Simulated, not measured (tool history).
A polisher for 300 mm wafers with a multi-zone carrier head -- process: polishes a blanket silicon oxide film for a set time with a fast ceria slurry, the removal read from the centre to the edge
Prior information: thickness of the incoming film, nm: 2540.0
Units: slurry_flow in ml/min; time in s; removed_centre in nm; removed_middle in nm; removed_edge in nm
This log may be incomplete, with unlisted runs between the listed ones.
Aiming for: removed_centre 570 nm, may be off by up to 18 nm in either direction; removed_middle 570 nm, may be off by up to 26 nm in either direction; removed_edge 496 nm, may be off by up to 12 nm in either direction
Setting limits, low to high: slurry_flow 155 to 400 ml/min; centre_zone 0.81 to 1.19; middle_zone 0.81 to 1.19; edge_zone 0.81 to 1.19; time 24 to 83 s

{"run": 1, "day": 0.0, "slurry_flow": 255, "centre_zone": 1, "middle_zone": 1, "edge_zone": 1, "time": 53, "removed_centre": 636.96, "removed_middle": 652.23, "removed_edge": 655.8}
{"run": 2, "day": 0.342, "slurry_flow": 255, "centre_zone": 1, "middle_zone": 0.96, "edge_zone": 1, "time": 53, "removed_centre": 637.15, "removed_middle": 621.71, "removed_edge": 656.49}
{"run": 3, "day": 0.683, "slurry_flow": 255, "centre_zone": 1, "middle_zone": 0.96, "edge_zone": 1.06, "time": 53, "removed_centre": 649.8, "removed_middle": 624.7, "removed_edge": 662.68}
{"run": 4, "day": 0.929, "slurry_flow": 255, "centre_zone": 1, "middle_zone": 0.96, "edge_zone": 1.01, "time": 53, "removed_centre": 636.31, "removed_middle": 619.76, "removed_edge": 661.27}
{"run": 5, "day": 1.104, "slurry_flow": 290, "centre_zone": 1, "middle_zone": 0.96, "edge_zone": 1.01, "time": 53, "removed_centre": 650.46, "removed_middle": 644.67, "removed_edge": 668.02}
{"run": 6, "day": 1.138, "slurry_flow": 290, "centre_zone": 1, "middle_zone": 0.96, "edge_zone": 1.01, "time": 66, "removed_centre": 792.7, "removed_middle": 802.31, "removed_edge": 827.92}
{"run": 7, "day": 1.417, "slurry_flow": 290, "centre_zone": 1.06, "middle_zone": 1.06, "edge_zone": 0.91, "time": 51, "removed_centre": 644.73, "removed_middle": 649.63, "removed_edge": 604.34}
{"run": 8, "day": 1.646, "slurry_flow": 290, "centre_zone": 1.07, "middle_zone": 1.07, "edge_zone": 0.88, "time": 49, "removed_centre": 643.3, "removed_middle": 645.35, "removed_edge": 572.59}
{"run": 9, "day": 1.721, "slurry_flow": 285, "centre_zone": 1.06, "middle_zone": 1.06, "edge_zone": 0.86, "time": 47, "removed_centre": 605.55, "removed_middle": 607.67, "removed_edge": 545.05}
{"run": 10, "day": 2.042, "slurry_flow": 280, "centre_zone": 1.06, "middle_zone": 1.06, "edge_zone": 0.85, "time": 46, "removed_centre": 596.78, "removed_middle": 593.42, "removed_edge": 531.98}
{"run": 11, "day": 2.375, "slurry_flow": 275, "centre_zone": 1.06, "middle_zone": 1.06, "edge_zone": 0.84, "time": 45, "removed_centre": 570.57, "removed_middle": 578.35, "removed_edge": 513.31}
{"run": 12, "day": 2.558, "slurry_flow": 270, "centre_zone": 1.07, "middle_zone": 1.06, "edge_zone": 0.83, "time": 45, "removed_centre": 589.59, "removed_middle": 585.92, "removed_edge": 504.94}

Exactly one of the 5 candidate moves below puts every result within its allowed miss. Which one?
{"run": "A", "day": 2.742, "slurry_flow": 340, "centre_zone": 1.08, "middle_zone": 1.09, "edge_zone": 0.85, "time": 43, "removed_centre": "?", "removed_middle": "?", "removed_edge": "?"}
{"run": "B", "day": 2.742, "slurry_flow": 260, "centre_zone": 1.08, "middle_zone": 1.19, "edge_zone": 0.83, "time": 46, "removed_centre": "?", "removed_middle": "?", "removed_edge": "?"}
{"run": "C", "day": 2.742, "slurry_flow": 310, "centre_zone": 1.05, "middle_zone": 1.01, "edge_zone": 0.94, "time": 43, "removed_centre": "?", "removed_middle": "?", "removed_edge": "?"}
{"run": "D", "day": 2.742, "slurry_flow": 155, "centre_zone": 1.13, "middle_zone": 1.05, "edge_zone": 0.81, "time": 47, "removed_centre": "?", "removed_middle": "?", "removed_edge": "?"}
{"run": "E", "day": 2.742, "slurry_flow": 305, "centre_zone": 1.13, "middle_zone": 1.08, "edge_zone": 0.81, "time": 45, "removed_centre": "?", "removed_middle": "?", "removed_edge": "?"}

move=A removed_centre=575.37 removed_middle=563.47 removed_edge=506.65
move=B removed_centre=602.38 removed_middle=637.17 removed_edge=527.42
move=C removed_centre=554.87 removed_middle=524.62 removed_edge=528.38
move=D removed_centre=612.35 removed_middle=559.15 removed_edge=516.66
move=E removed_centre=624.7 removed_middle=580.36 removed_edge=516.02
A: all results land within tolerance of their targets
B: moves away from the targets compared with the last run
C: puts the biggest miss on target and leaves a different result outside tolerance
D: moves away from the targets compared with the last run
E: moves away from the targets compared with the last run
A is the move that brings every result within its allowed miss.

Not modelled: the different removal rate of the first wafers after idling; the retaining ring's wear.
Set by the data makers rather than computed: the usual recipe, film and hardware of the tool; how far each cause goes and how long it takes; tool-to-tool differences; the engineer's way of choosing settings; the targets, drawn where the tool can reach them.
